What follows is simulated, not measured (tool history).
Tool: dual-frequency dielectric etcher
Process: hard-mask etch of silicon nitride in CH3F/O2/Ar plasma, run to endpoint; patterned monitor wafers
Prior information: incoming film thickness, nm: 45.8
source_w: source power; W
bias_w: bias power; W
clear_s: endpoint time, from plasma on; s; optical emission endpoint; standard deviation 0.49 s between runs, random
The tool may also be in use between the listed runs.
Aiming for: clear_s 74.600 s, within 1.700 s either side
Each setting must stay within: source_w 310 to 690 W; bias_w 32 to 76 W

run 1 hour=0.0 | source_w=500 bias_w=54 | clear_s=64.137
run 2 hour=7.7 | source_w=460 bias_w=53 | clear_s=65.350
run 3 hour=8.8 | source_w=490 bias_w=53 | clear_s=65.539
run 4 hour=10.9 | source_w=470 bias_w=50 | clear_s=67.469
run 5 hour=19.3 | source_w=450 bias_w=49 | clear_s=68.410
run 6 hour=20.2 | source_w=430 bias_w=48 | clear_s=70.889
run 7 hour=27.2 | source_w=420 bias_w=48 | clear_s=72.039
run 8 hour=35.1 | source_w=410 bias_w=48 | clear_s=72.334

Consider the 5 candidate settings below. Which is the only one whose results all fall within their allowed miss of target?
run A hour=43.0 | source_w=440 bias_w=41 | clear_s=?
run B hour=43.0 | source_w=360 bias_w=44 | clear_s=?
run C hour=43.0 | source_w=350 bias_w=45 | clear_s=?
run D hour=43.0 | source_w=380 bias_w=42 | clear_s=?
run E hour=43.0 | source_w=390 bias_w=43 | clear_s=?

move=A clear_s=74.472
move=B clear_s=78.452
move=C clear_s=78.627
move=D clear_s=78.205
move=E clear_s=76.702
A: in spec on every target
B: carries the result that was furthest off beyond its target, to the other side
C: carries the result that was furthest off beyond its target, to the other side
D: carries the result that was furthest off beyond its target, to the other side
E: carries the result that was furthest off beyond its target, to the other side
The right move is A.
